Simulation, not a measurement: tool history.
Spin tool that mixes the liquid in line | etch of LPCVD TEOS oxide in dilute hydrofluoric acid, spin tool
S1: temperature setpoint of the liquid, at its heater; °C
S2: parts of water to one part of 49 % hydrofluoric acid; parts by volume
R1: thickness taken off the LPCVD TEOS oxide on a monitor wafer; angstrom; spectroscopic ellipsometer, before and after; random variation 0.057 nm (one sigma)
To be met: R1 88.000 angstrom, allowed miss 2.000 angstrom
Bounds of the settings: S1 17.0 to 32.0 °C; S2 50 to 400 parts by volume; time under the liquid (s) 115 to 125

{"run": 1, "day": 0.0, "S1": 24.0, "S2": 225, "time under the liquid (s)": 115, "R1": 194.94}
{"run": 2, "day": 0.054, "S1": 24.0, "S2": 225, "time under the liquid (s)": 115, "R1": 194.12}
{"run": 3, "day": 0.271, "S1": 23.0, "S2": 240, "time under the liquid (s)": 115, "R1": 172.03}
{"run": 4, "day": 0.488, "S1": 23.0, "S2": 240, "time under the liquid (s)": 115, "R1": 173.32}
{"run": 5, "day": 0.658, "S1": 22.0, "S2": 255, "time under the liquid (s)": 115, "R1": 154.76}
{"run": 6, "day": 0.792, "S1": 22.0, "S2": 255, "time under the liquid (s)": 125, "R1": 169.41}
{"run": 7, "day": 1.012, "S1": 21.5, "S2": 270, "time under the liquid (s)": 125, "R1": 154.37}
{"run": 8, "day": 1.167, "S1": 21.0, "S2": 280, "time under the liquid (s)": 125, "R1": 144.43}
{"run": 9, "day": 1.2, "S1": 20.5, "S2": 290, "time under the liquid (s)": 125, "R1": 133.81}
{"run": 10, "day": 1.321, "S1": 20.0, "S2": 300, "time under the liquid (s)": 125, "R1": 126.52}
{"run": 11, "day": 1.5, "S1": 19.5, "S2": 310, "time under the liquid (s)": 125, "R1": 120.78}
{"run": 12, "day": 1.808, "S1": 19.0, "S2": 320, "time under the liquid (s)": 125, "R1": 112.92}
{"run": 13, "day": 2.096, "S1": 18.5, "S2": 325, "time under the liquid (s)": 125, "R1": 110.13}
{"run": 14, "day": 2.433, "S1": 18.5, "S2": 330, "time under the liquid (s)": 125, "R1": 106.15}
{"run": 15, "day": 2.688, "S1": 18.5, "S2": 335, "time under the liquid (s)": 125, "R1": 104.76}
{"run": 16, "day": 2.854, "S1": 18.5, "S2": 340, "time under the liquid (s)": 125, "R1": 102.65}
{"run": 17, "day": 2.888, "S1": 18.5, "S2": 345, "time under the liquid (s)": 125, "R1": 100.51}
{"run": 18, "day": 3.146, "S1": 18.5, "S2": 350, "time under the liquid (s)": 125, "R1": 99.511}
{"run": 19, "day": 3.342, "S1": 17.5, "S2": 360, "time under the liquid (s)": 125, "R1": 92.317}

Which of these 4 next moves meets every target?
{"run": "A", "day": 3.538, "S1": 17.0, "S2": 355, "time under the liquid (s)": 125, "R1": "?"}
{"run": "B", "day": 3.538, "S1": 17.0, "S2": 340, "time under the liquid (s)": 120, "R1": "?"}
{"run": "C", "day": 3.538, "S1": 19.0, "S2": 375, "time under the liquid (s)": 120, "R1": "?"}
{"run": "D", "day": 3.538, "S1": 19.5, "S2": 375, "time under the liquid (s)": 125, "R1": "?"}

move=A R1=92.429
move=B R1=93.772
move=C R1=88.857
move=D R1=94.215
A: as far off as the last run
B: further off than the last run
C: meets every target
D: further off than the last run
The right move is C.
